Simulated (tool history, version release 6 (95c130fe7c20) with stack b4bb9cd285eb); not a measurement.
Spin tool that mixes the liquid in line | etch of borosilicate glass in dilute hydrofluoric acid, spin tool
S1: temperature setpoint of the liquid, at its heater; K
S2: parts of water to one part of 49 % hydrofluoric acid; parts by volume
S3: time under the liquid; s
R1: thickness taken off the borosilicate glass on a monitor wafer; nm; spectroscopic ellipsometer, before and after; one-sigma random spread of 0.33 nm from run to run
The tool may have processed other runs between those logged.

| run | hour | S1 | S2 | S3 | R1 |
|---|---|---|---|---|---|
| 1 | 0.0 | 294.15 | 170 | 105 | 25.643 |
| 2 | 5.8 | 296.65 | 170 | 105 | 28.455 |
| 3 | 14.8 | 296.65 | 195 | 105 | 24.192 |
| 4 | 18.6 | 293.65 | 195 | 105 | 21.550 |
| 5 | 21.1 | 291.65 | 195 | 105 | 19.751 |
| 6 | 23.3 | 293.15 | 185 | 105 | 22.354 |
| 7 | 25.3 | 294.65 | 175 | 105 | 25.007 |
| 8 | 28.0 | 295.65 | 165 | 105 | 27.735 |
| 9 | 36.8 | 296.65 | 160 | 105 | 30.473 |

Predict the results of run 10:
| 10 | 43.3 | 297.65 | 155 | 105 | ? |

R1: 33.074 nm

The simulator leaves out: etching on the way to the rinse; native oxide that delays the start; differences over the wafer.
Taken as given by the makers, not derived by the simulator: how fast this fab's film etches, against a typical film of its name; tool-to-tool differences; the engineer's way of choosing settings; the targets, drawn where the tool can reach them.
